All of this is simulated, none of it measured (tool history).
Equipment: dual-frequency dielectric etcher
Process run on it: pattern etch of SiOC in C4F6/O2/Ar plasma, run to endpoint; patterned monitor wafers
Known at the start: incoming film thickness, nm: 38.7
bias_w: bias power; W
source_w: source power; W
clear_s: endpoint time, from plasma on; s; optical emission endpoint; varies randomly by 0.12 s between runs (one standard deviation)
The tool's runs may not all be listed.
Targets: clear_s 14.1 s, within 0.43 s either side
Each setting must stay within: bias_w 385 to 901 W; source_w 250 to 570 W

run 1 hour=0 | bias_w=643 source_w=410 | clear_s=11.781
run 2 hour=3.2 | bias_w=604 source_w=400 | clear_s=11.987
run 3 hour=6.9 | bias_w=604 source_w=450 | clear_s=11.412
run 4 hour=10.9 | bias_w=604 source_w=510 | clear_s=10.965
run 5 hour=18.1 | bias_w=561 source_w=480 | clear_s=11.422
run 6 hour=18.8 | bias_w=465 source_w=480 | clear_s=12.034
run 7 hour=22.4 | bias_w=449 source_w=450 | clear_s=12.459
run 8 hour=29 | bias_w=436 source_w=430 | clear_s=12.864
run 9 hour=36.3 | bias_w=426 source_w=420 | clear_s=13.037
run 10 hour=43.8 | bias_w=418 source_w=410 | clear_s=13.105
run 11 hour=48.8 | bias_w=412 source_w=400 | clear_s=13.364
run 12 hour=50.8 | bias_w=407 source_w=390 | clear_s=13.551

Which single option among these 4 for the next run brings every result within its allowed miss of target? Just one does.
run A hour=52.8 | bias_w=385 source_w=370 | clear_s=?
run B hour=52.8 | bias_w=385 source_w=440 | clear_s=?
run C hour=52.8 | bias_w=480 source_w=420 | clear_s=?
run D hour=52.8 | bias_w=445 source_w=430 | clear_s=?

move=A clear_s=14.23
move=B clear_s=13.214
move=C clear_s=12.732
move=D clear_s=12.862
A: meets every target
B: its largest miss is bigger than the last run's
C: its largest miss is bigger than the last run's
D: its largest miss is bigger than the last run's
The move that meets every target is A.
